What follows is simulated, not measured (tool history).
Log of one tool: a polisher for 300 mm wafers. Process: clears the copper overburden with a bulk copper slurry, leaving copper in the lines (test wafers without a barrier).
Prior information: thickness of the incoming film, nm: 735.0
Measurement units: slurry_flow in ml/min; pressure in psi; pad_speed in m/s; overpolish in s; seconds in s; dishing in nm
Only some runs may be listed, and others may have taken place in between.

run  hour  slurry_flow  pressure  pad_speed  slurry_solids  overpolish  seconds  dishing
  1   0.0          275       2.6       0.84            1.0          16   96.259   68.322
  2   7.9          275       2.3       0.84            1.0          15  107.380   61.408
  3   9.1          275       2.1       0.84            1.0          14  113.020   54.724
  4  16.3          275       1.9       0.84            1.0          14  129.700   51.663
  5  17.3          275       1.8       0.84            1.0          13  127.060   46.848
  6  19.2          275       2.3       0.84            1.0          13  106.720   56.766
  7  26.9          275       2.1       0.84            1.0          13  115.690   52.537
  8  33.7          275       1.9       0.84            1.0          13  124.330   48.488

Forecast run 9:
  9  39.5          275       1.8       0.84            1.0          13        ?        ?

seconds: 133.470 s
dishing: 46.736 nm

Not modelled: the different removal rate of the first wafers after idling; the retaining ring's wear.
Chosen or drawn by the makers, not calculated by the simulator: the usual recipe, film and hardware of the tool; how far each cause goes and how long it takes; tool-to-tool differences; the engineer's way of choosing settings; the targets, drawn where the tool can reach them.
